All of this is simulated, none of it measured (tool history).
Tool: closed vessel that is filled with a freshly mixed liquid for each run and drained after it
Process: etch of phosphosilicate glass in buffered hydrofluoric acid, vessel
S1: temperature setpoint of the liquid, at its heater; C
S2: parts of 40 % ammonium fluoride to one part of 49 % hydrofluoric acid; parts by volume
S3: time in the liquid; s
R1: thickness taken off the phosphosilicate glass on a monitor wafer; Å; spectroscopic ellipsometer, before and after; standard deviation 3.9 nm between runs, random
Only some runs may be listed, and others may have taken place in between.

run    day    S1    S2   S3      R1
  1  0.000  23.0  18.0  100  2651.0
  2  0.312  24.0  17.5  100  2953.6
  3  0.517  25.0  17.0  100  3191.2
  4  0.608  27.5  17.0  100  3611.9
  5  0.962  28.0  16.5  100  3860.6
  6  1.196  30.0  16.5  100  4298.1
  7  1.342  30.0  16.0  100  4343.4
  8  1.458  30.0  15.5  100  4586.0

What does the tool deliver on the next run?
  9  1.600  30.5  15.0  100   ?

Run 9 measured R1 4828.7 Å.

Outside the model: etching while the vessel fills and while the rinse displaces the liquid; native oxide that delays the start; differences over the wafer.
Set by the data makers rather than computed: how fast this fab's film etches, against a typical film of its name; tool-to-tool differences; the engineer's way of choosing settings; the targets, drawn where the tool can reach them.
